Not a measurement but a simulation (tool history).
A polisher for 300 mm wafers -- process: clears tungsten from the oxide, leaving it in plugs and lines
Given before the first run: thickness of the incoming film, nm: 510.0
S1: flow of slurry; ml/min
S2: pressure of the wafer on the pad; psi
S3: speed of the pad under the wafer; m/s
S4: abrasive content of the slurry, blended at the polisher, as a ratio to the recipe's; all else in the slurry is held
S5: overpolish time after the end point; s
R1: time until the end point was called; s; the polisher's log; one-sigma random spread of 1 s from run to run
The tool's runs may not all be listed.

Run 1, hour 0.0: S1 250 ml/min, S2 3.0 psi, S3 1.24 m/s, S4 1.00, S5 24 s. Result: R1 116.76 s.
Run 2, hour 6.5: S1 310 ml/min, S2 3.0 psi, S3 1.24 m/s, S4 1.00, S5 24 s. Result: R1 113.44 s.
Run 3, hour 12.0: S1 310 ml/min, S2 3.0 psi, S3 1.24 m/s, S4 1.15, S5 24 s. Result: R1 115.30 s.
Run 4, hour 17.5: S1 310 ml/min, S2 2.7 psi, S3 1.24 m/s, S4 1.15, S5 24 s. Result: R1 122.07 s.
Run 5, hour 20.0: S1 310 ml/min, S2 2.9 psi, S3 1.26 m/s, S4 1.15, S5 24 s. Result: R1 112.15 s.
Run 6, hour 23.2: S1 340 ml/min, S2 2.9 psi, S3 1.26 m/s, S4 1.15, S5 24 s. Result: R1 115.99 s.
Run 7, hour 30.2: S1 340 ml/min, S2 3.1 psi, S3 1.26 m/s, S4 1.15, S5 24 s. Result: R1 109.33 s.

The next listed run, before its measurement:
Run 8, hour 32.6: S1 340 ml/min, S2 3.3 psi, S3 1.26 m/s, S4 1.15, S5 24 s. Result: R1 ?.

R1: 100.29 s

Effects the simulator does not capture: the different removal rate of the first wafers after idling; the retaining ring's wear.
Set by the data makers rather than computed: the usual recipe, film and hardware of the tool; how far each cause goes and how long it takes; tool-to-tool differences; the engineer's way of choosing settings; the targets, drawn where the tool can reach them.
